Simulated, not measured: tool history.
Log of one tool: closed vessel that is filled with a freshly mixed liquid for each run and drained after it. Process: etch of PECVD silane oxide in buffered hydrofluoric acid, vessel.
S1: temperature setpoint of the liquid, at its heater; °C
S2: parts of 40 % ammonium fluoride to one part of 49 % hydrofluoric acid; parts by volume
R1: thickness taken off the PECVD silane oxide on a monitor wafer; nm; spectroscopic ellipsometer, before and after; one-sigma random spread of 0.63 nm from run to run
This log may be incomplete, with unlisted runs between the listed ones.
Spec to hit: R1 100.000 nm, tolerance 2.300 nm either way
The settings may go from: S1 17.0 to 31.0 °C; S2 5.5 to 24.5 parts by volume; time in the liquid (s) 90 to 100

Run 1, hour 0.0: S1 23.0 °C, S2 15.0 parts by volume, time in the liquid (s) 90. Result: R1 126.220 nm.
Run 2, hour 5.4: S1 22.0 °C, S2 15.0 parts by volume, time in the liquid (s) 90. Result: R1 119.690 nm.
Run 3, hour 12.0: S1 24.0 °C, S2 15.0 parts by volume, time in the liquid (s) 90. Result: R1 131.950 nm.
Run 4, hour 20.4: S1 24.0 °C, S2 15.0 parts by volume, time in the liquid (s) 100. Result: R1 147.520 nm.
Run 5, hour 21.2: S1 22.5 °C, S2 15.5 parts by volume, time in the liquid (s) 100. Result: R1 131.760 nm.
Run 6, hour 26.7: S1 21.5 °C, S2 15.5 parts by volume, time in the liquid (s) 100. Result: R1 123.630 nm.
Run 7, hour 27.5: S1 20.5 °C, S2 15.5 parts by volume, time in the liquid (s) 100. Result: R1 117.830 nm.
Run 8, hour 29.1: S1 20.5 °C, S2 15.5 parts by volume, time in the liquid (s) 100. Result: R1 117.200 nm.
Run 9, hour 30.8: S1 20.0 °C, S2 15.5 parts by volume, time in the liquid (s) 100. Result: R1 115.180 nm.

Which of these 4 next moves meets every target?
Run A, hour 32.5: S1 17.0 °C, S2 13.0 parts by volume, time in the liquid (s) 95. Result: R1 ?.
Run B, hour 32.5: S1 21.5 °C, S2 14.5 parts by volume, time in the liquid (s) 95. Result: R1 ?.
Run C, hour 32.5: S1 22.5 °C, S2 16.0 parts by volume, time in the liquid (s) 95. Result: R1 ?.
Run D, hour 32.5: S1 20.0 °C, S2 16.0 parts by volume, time in the liquid (s) 90. Result: R1 ?.

move       R1
   A  108.130
   B  125.160
   C  120.080
   D   98.988
A: better than the last run, though not everything is in spec
B: lands further from the targets than the last run did
C: lands further from the targets than the last run did
D: all results in spec
The right move is D.
